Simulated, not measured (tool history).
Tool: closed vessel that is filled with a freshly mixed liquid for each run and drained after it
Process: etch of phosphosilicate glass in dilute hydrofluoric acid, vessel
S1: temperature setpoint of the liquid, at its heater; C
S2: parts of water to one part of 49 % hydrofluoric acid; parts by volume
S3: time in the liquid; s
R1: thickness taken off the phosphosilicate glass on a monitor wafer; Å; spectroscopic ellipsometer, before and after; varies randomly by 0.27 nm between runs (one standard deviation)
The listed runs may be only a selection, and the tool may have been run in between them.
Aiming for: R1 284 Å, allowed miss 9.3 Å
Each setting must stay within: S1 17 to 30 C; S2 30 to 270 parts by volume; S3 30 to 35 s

run    day    S1   S2  S3      R1
  1      0    22  150  35  130.57
  2  0.112  20.5  150  35  119.24
  3   0.35  17.5  150  35  106.14
  4  0.454    17  150  35  103.38
  5  0.692    17  130  35  122.89
  6   0.95    17  175  35  87.732
  7  1.262  20.5  145  35  124.78
  8  1.354    23  125  35  164.59
  9  1.475    23  125  35  162.97
 10  1.817    25  115  35  198.92
 11  2.162  26.5  110  35  216.74
 12  2.546    30   85  35  332.58
 13    2.6    29   85  35  320.78
 14  2.675  28.5   85  35  312.81
 15  3.038    28   85  35  308.15
 16  3.075  27.5   85  35  302.07
 17  3.412    27   85  35  294.83

Pick the move, out of 5, that brings all results within their allowed miss; only one does.
  A  3.75  27   80  35   ?
  B  3.75  30  105  35   ?
  C  3.75  30   85  30   ?
  D  3.75  27   95  35   ?
  E  3.75  27   85  30   ?

move      R1
   A  315.74
   B  260.66
   C  283.97
   D  260.57
   E  252.99
A: moves away from the targets compared with the last run
B: carries the result that was furthest off beyond its target, to the other side
C: each result inside its tolerance
D: carries the result that was furthest off beyond its target, to the other side
E: carries the result that was furthest off beyond its target, to the other side
The move that meets every target is C.
